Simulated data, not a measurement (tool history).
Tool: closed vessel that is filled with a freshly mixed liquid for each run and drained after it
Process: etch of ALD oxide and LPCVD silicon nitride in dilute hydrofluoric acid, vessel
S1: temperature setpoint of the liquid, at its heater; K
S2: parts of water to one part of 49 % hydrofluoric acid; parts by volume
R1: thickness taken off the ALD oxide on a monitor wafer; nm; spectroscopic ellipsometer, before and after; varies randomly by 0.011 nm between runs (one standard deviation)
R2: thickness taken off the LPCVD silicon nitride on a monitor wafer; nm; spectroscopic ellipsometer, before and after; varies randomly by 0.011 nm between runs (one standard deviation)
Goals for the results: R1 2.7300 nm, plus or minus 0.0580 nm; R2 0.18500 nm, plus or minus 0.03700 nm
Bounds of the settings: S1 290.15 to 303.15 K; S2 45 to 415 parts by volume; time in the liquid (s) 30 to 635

Run 1, hour 0.0: S1 295.15 K, S2 230 parts by volume, time in the liquid (s) 325. Result: R1 8.9762 nm, R2 0.55719 nm.
Run 2, hour 1.3: S1 295.15 K, S2 230 parts by volume, time in the liquid (s) 260. Result: R1 7.2023 nm, R2 0.44236 nm.
Run 3, hour 8.8: S1 294.15 K, S2 265 parts by volume, time in the liquid (s) 260. Result: R1 5.7919 nm, R2 0.39228 nm.
Run 4, hour 10.0: S1 294.15 K, S2 235 parts by volume, time in the liquid (s) 260. Result: R1 6.6923 nm, R2 0.42503 nm.
Run 5, hour 18.2: S1 296.15 K, S2 235 parts by volume, time in the liquid (s) 260. Result: R1 7.2267 nm, R2 0.47501 nm.
Run 6, hour 21.2: S1 294.65 K, S2 270 parts by volume, time in the liquid (s) 260. Result: R1 5.7989 nm, R2 0.38095 nm.
Run 7, hour 26.7: S1 293.65 K, S2 300 parts by volume, time in the liquid (s) 260. Result: R1 4.8989 nm, R2 0.32598 nm.
Run 8, hour 35.3: S1 292.65 K, S2 325 parts by volume, time in the liquid (s) 260. Result: R1 4.2517 nm, R2 0.27339 nm.
Run 9, hour 41.9: S1 292.15 K, S2 345 parts by volume, time in the liquid (s) 260. Result: R1 3.8356 nm, R2 0.27896 nm.
Run 10, hour 48.1: S1 291.65 K, S2 360 parts by volume, time in the liquid (s) 260. Result: R1 3.6185 nm, R2 0.27355 nm.
Run 11, hour 49.3: S1 291.15 K, S2 370 parts by volume, time in the liquid (s) 255. Result: R1 3.3505 nm, R2 0.22560 nm.
Run 12, hour 50.0: S1 291.15 K, S2 380 parts by volume, time in the liquid (s) 255. Result: R1 3.2173 nm, R2 0.22262 nm.
Run 13, hour 55.6: S1 291.15 K, S2 385 parts by volume, time in the liquid (s) 255. Result: R1 3.1888 nm, R2 0.18638 nm.
Run 14, hour 60.8: S1 291.15 K, S2 390 parts by volume, time in the liquid (s) 255. Result: R1 3.1168 nm, R2 0.22758 nm.
Run 15, hour 66.7: S1 291.15 K, S2 395 parts by volume, time in the liquid (s) 255. Result: R1 3.0449 nm, R2 0.21743 nm.
Run 16, hour 67.3: S1 290.15 K, S2 410 parts by volume, time in the liquid (s) 255. Result: R1 2.8022 nm, R2 0.19136 nm.

4 next moves are on the table. One of them brings every result within its allowed miss. Which?
Run A, hour 67.9: S1 290.15 K, S2 415 parts by volume, time in the liquid (s) 250. Result: R1 ?, R2 ?.
Run B, hour 67.9: S1 290.15 K, S2 375 parts by volume, time in the liquid (s) 230. Result: R1 ?, R2 ?.
Run C, hour 67.9: S1 291.15 K, S2 400 parts by volume, time in the liquid (s) 250. Result: R1 ?, R2 ?.
Run D, hour 67.9: S1 298.65 K, S2 415 parts by volume, time in the liquid (s) 200. Result: R1 ?, R2 ?.

move      R1       R2
   A  2.7072  0.17932
   B  2.8406  0.18134
   C  2.9463  0.19792
   D  2.9057  0.24225
A: all results land within tolerance of their targets
B: its largest miss is bigger than the last run's
C: its largest miss is bigger than the last run's
D: its largest miss is bigger than the last run's
Answer: A
